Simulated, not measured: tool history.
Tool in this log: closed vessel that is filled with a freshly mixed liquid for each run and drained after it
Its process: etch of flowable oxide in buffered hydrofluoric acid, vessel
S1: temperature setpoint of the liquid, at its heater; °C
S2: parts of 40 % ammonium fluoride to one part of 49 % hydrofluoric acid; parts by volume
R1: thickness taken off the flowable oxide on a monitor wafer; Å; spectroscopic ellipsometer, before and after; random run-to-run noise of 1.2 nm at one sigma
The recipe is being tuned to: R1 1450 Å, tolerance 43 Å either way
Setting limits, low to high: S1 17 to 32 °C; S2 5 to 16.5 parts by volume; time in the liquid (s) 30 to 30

Run 1, hour 0: S1 24 °C, S2 10 parts by volume, time in the liquid (s) 30. Result: R1 1234.7 Å.
Run 2, hour 3.8: S1 24.5 °C, S2 10 parts by volume, time in the liquid (s) 30. Result: R1 1275.5 Å.
Run 3, hour 4.5: S1 25 °C, S2 10 parts by volume, time in the liquid (s) 30. Result: R1 1339.5 Å.
Run 4, hour 13.1: S1 25 °C, S2 12.5 parts by volume, time in the liquid (s) 30. Result: R1 1066.5 Å.
Run 5, hour 16.6: S1 26 °C, S2 12.5 parts by volume, time in the liquid (s) 30. Result: R1 1113.6 Å.
Run 6, hour 18.3: S1 27 °C, S2 12.5 parts by volume, time in the liquid (s) 30. Result: R1 1154.8 Å.
Run 7, hour 19.1: S1 28 °C, S2 12.5 parts by volume, time in the liquid (s) 30. Result: R1 1241.1 Å.
Run 8, hour 21: S1 28.5 °C, S2 12.5 parts by volume, time in the liquid (s) 30. Result: R1 1284.3 Å.
Run 9, hour 22.4: S1 29 °C, S2 12.5 parts by volume, time in the liquid (s) 30. Result: R1 1308.3 Å.
Run 10, hour 24.5: S1 29.5 °C, S2 12.5 parts by volume, time in the liquid (s) 30. Result: R1 1348.4 Å.
Run 11, hour 30.5: S1 30 °C, S2 12.5 parts by volume, time in the liquid (s) 30. Result: R1 1357.4 Å.

Exactly one of the 4 candidate moves below puts every result within its allowed miss. Which one?
Run A, hour 36.5: S1 32 °C, S2 14 parts by volume, time in the liquid (s) 30. Result: R1 ?.
Run B, hour 36.5: S1 31 °C, S2 13.5 parts by volume, time in the liquid (s) 30. Result: R1 ?.
Run C, hour 36.5: S1 30 °C, S2 14 parts by volume, time in the liquid (s) 30. Result: R1 ?.
Run D, hour 36.5: S1 27.5 °C, S2 10.5 parts by volume, time in the liquid (s) 30. Result: R1 ?.

move      R1
   A  1369.5
   B  1347.1
   C  1233.7
   D  1431.2
A: closer than the last run, but not yet in spec
B: further off than the last run
C: further off than the last run
D: each result inside its tolerance
Answer: D
